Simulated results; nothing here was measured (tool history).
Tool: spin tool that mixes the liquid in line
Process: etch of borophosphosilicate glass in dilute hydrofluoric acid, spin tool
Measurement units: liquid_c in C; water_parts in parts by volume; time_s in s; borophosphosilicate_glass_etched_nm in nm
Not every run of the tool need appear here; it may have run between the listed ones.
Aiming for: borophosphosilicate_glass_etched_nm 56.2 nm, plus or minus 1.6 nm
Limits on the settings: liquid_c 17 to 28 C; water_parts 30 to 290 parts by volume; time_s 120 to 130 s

run  hour  liquid_c  water_parts  time_s  borophosphosilicate_glass_etched_nm
  1     0        20          160     120                               24.465
  2   6.6        22          160     120                               26.364
  3   9.5        22          190     120                               21.531
  4  13.6        22          145     120                               29.596
  5  17.8        22          145     130                               31.719
  6  23.3        23          135     130                               35.975
  7  25.1      23.5          130     130                               38.542
  8  27.8        24          125     130                               41.084
  9  31.9        28          100     130                               62.268
 10  38.1        28          100     130                               61.857
 11  41.9      27.5          100     130                               60.788

Exercise: of the 5 proposed moves below, exactly one satisfies all targets within the stated allowed misses. Which move is it?
  A  45.7      27.5           95     120                                    ?
  B  45.7        27          110     125                                    ?
  C  45.7        27          100     130                                    ?
  D  45.7      27.5          100     120                                    ?
  E  45.7        21           85     120                                    ?

move  borophosphosilicate_glass_etched_nm
   A                               59.387
   B                               51.382
   C                               59.555
   D                               56.041
   E                               51.884
A: closes in on the targets versus the last run, not all within tolerance yet
B: carries the result that was furthest off beyond its target, to the other side
C: closes in on the targets versus the last run, not all within tolerance yet
D: all results land within tolerance of their targets
E: carries the result that was furthest off beyond its target, to the other side
Go with D: it meets all targets.

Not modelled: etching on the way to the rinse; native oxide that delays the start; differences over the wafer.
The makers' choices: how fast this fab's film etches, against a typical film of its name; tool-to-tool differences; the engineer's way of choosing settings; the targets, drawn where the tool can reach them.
